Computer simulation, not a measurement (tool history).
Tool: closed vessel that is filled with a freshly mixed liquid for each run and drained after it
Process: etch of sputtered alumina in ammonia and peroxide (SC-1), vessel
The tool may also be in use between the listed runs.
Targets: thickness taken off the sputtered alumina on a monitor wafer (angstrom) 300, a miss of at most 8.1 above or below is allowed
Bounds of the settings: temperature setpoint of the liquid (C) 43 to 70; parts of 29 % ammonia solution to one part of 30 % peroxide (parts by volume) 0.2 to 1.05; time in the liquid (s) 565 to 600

run	hour	temperature setpoint of the liquid (C)	parts of 29 % ammonia solution to one part of 30 % peroxide (parts by volume)	time in the liquid (s)	thickness taken off the sputtered alumina on a monitor wafer (angstrom)
1	0	59	0.55	565	500.99
2	8.4	57.5	0.55	565	463.23
3	10.3	57.5	0.55	600	494.96
4	18.3	56	0.55	600	461.66
5	25.2	55	0.55	600	439.43
6	32	54	0.55	600	417.9
7	36.2	53	0.55	600	389.4
8	42.1	52.5	0.55	600	379.61
9	48.9	52	0.55	600	372.2
10	57.9	51.5	0.55	600	355.57
11	62.1	51.5	0.55	600	358.22
12	65.1	51	0.55	600	347.35
13	70	50.5	0.55	600	342.55
14	73.9	50	0.55	600	332.84
15	82.4	49.5	0.55	600	325.11

4 next moves are on the table. One of them brings every result within its allowed miss. Which?
A	90.9	48.5	0.9	565	?
B	90.9	50.5	0.6	565	?
C	90.9	51	0.6	600	?
D	90.9	49	0.6	600	?

move	thickness taken off the sputtered alumina on a monitor wafer (angstrom)
A	305.7
B	328.47
C	358.49
D	321.15
A: all results in spec
B: its largest miss is bigger than the last run's
C: its largest miss is bigger than the last run's
D: gains on the last run, yet a result remains outside its allowed miss
A meets every target.
